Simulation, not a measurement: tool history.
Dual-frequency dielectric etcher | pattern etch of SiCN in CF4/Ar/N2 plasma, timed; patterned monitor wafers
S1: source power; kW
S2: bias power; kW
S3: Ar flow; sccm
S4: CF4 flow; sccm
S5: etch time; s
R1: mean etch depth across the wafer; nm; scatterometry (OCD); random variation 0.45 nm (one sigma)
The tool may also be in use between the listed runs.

run 1 hour=0.0 | S1=0.550 S2=0.077 S3=99 S4=66 S5=65.5 | R1=62.855
run 2 hour=1.5 | S1=0.550 S2=0.077 S3=99 S4=66 S5=60.0 | R1=57.663
run 3 hour=8.8 | S1=0.550 S2=0.077 S3=99 S4=66 S5=60.0 | R1=57.159
run 4 hour=14.5 | S1=0.550 S2=0.077 S3=108 S4=66 S5=60.0 | R1=56.538
run 5 hour=17.7 | S1=0.580 S2=0.077 S3=108 S4=66 S5=60.0 | R1=57.708
run 6 hour=19.3 | S1=0.580 S2=0.077 S3=120 S4=66 S5=60.0 | R1=56.978
run 7 hour=20.6 | S1=0.610 S2=0.078 S3=120 S4=66 S5=60.0 | R1=58.841
run 8 hour=24.6 | S1=0.640 S2=0.079 S3=119 S4=66 S5=60.0 | R1=61.542

The next listed run, before its measurement:
run 9 hour=29.3 | S1=0.660 S2=0.080 S3=119 S4=66 S5=60.0 | R1=?

{"run 9": {"R1": 63.0}}

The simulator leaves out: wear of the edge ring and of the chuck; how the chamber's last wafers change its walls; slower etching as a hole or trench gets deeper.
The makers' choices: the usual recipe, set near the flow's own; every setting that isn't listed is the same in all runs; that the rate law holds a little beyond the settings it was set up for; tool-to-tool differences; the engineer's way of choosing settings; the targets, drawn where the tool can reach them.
